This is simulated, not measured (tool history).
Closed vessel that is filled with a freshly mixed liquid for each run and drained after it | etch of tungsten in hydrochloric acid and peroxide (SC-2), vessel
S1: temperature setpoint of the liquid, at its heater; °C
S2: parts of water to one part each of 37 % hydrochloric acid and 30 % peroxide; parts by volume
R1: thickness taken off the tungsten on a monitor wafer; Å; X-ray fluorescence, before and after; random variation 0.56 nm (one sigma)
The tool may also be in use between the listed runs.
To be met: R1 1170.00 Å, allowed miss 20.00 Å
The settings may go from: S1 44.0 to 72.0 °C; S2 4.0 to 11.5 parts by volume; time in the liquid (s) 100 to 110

Run 1, day 0.000: S1 60.0 °C, S2 6.5 parts by volume, time in the liquid (s) 100. Result: R1 727.30 Å.
Run 2, day 0.112: S1 56.0 °C, S2 6.5 parts by volume, time in the liquid (s) 100. Result: R1 568.71 Å.
Run 3, day 0.217: S1 56.0 °C, S2 6.5 parts by volume, time in the liquid (s) 110. Result: R1 622.32 Å.
Run 4, day 0.458: S1 61.0 °C, S2 6.5 parts by volume, time in the liquid (s) 110. Result: R1 844.85 Å.
Run 5, day 0.550: S1 61.0 °C, S2 6.5 parts by volume, time in the liquid (s) 100. Result: R1 773.30 Å.
Run 6, day 0.925: S1 61.0 °C, S2 6.5 parts by volume, time in the liquid (s) 100. Result: R1 783.28 Å.
Run 7, day 1.175: S1 63.0 °C, S2 6.5 parts by volume, time in the liquid (s) 100. Result: R1 880.12 Å.
Run 8, day 1.312: S1 64.5 °C, S2 6.5 parts by volume, time in the liquid (s) 100. Result: R1 966.12 Å.
At day 1.404: new drum of peroxide connected.
Run 9, day 1.404: S1 65.5 °C, S2 6.5 parts by volume, time in the liquid (s) 100. Result: R1 1074.50 Å.
Run 10, day 1.650: S1 66.0 °C, S2 6.5 parts by volume, time in the liquid (s) 100. Result: R1 1097.00 Å.
Run 11, day 1.967: S1 66.0 °C, S2 6.5 parts by volume, time in the liquid (s) 100. Result: R1 1102.20 Å.
Run 12, day 2.108: S1 66.5 °C, S2 6.5 parts by volume, time in the liquid (s) 100. Result: R1 1140.30 Å.

5 next moves are on the table. One of them brings every result within its allowed miss. Which?
Run A, day 2.250: S1 65.0 °C, S2 6.0 parts by volume, time in the liquid (s) 100. Result: R1 ?.
Run B, day 2.250: S1 68.0 °C, S2 7.5 parts by volume, time in the liquid (s) 100. Result: R1 ?.
Run C, day 2.250: S1 68.5 °C, S2 8.0 parts by volume, time in the liquid (s) 100. Result: R1 ?.
Run D, day 2.250: S1 61.5 °C, S2 4.5 parts by volume, time in the liquid (s) 100. Result: R1 ?.
Run E, day 2.250: S1 68.0 °C, S2 7.0 parts by volume, time in the liquid (s) 100. Result: R1 ?.

move       R1
   A  1112.20
   B  1122.50
   C  1098.70
   D  1103.70
   E  1184.90
A: further off than the last run
B: further off than the last run
C: further off than the last run
D: further off than the last run
E: meets every target
Answer: E

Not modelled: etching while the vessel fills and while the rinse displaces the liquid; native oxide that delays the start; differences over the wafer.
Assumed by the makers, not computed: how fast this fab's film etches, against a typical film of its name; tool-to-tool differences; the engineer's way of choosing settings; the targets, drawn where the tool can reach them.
